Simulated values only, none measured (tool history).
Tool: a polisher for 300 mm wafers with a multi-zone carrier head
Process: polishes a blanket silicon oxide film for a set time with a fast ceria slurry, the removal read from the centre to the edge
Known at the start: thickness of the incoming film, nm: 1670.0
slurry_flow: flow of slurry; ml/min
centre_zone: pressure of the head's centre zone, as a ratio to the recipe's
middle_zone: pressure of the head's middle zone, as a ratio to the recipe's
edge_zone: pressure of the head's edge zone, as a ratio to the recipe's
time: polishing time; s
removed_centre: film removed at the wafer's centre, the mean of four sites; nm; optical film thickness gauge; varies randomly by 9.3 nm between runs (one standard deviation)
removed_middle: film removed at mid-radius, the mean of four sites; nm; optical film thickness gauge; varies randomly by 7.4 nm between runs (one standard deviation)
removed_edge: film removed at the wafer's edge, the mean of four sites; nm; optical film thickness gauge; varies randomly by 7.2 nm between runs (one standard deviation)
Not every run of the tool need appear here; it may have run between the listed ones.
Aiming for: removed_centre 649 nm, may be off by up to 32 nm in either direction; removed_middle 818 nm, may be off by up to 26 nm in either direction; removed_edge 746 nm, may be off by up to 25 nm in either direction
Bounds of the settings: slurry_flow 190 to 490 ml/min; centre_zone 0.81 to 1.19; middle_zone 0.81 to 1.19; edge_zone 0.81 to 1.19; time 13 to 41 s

run,hour,slurry_flow,centre_zone,middle_zone,edge_zone,time,removed_centre,removed_middle,removed_edge
1,0,315,1,1,1,27,681.54,677.76,678.17
2,5.4,275,1,1,1,27,648.9,678.04,675.96
3,6.1,270,0.99,1.05,1.03,27,655.62,704.16,688.4
4,8.5,265,0.97,1.09,1.04,27,666.33,720.41,685.79
5,14.4,240,0.93,1.11,1.05,28,631.5,756.9,715.29
6,15.1,240,0.97,1.11,1.05,28,667.78,762.82,718.39
7,20.7,230,0.96,1.13,1.06,28,668.78,764.08,725.81
8,22.5,230,0.94,1.15,1.06,28,646.27,779.76,716.75
9,26.9,230,0.93,1.16,1.07,28,632.59,788.81,723.87
10,32.7,230,0.93,1.17,1.08,28,636.22,780.1,727.21

Pick the move, out of 5, that brings all results within their allowed miss; only one does.
A,38.5,220,0.9,1.12,1.02,30,?,?,?
B,38.5,255,1.02,1.19,1.03,28,?,?,?
C,38.5,275,1.09,1.19,0.95,28,?,?,?
D,38.5,190,1,1.15,1.03,30,?,?,?
E,38.5,290,0.89,1.01,1.19,29,?,?,?

move,removed_centre,removed_middle,removed_edge
A,666.17,795.69,750.26
B,713.41,789.69,708.15
C,766.88,793.36,683.69
D,732.84,805.49,747.94
E,649.11,717.01,796.1
A: all results land within tolerance of their targets
B: further off than the last run
C: puts the biggest miss on target and leaves a different result outside tolerance
D: puts the biggest miss on target and leaves a different result outside tolerance
E: further off than the last run
So the answer is move A, the one that meets all the targets.
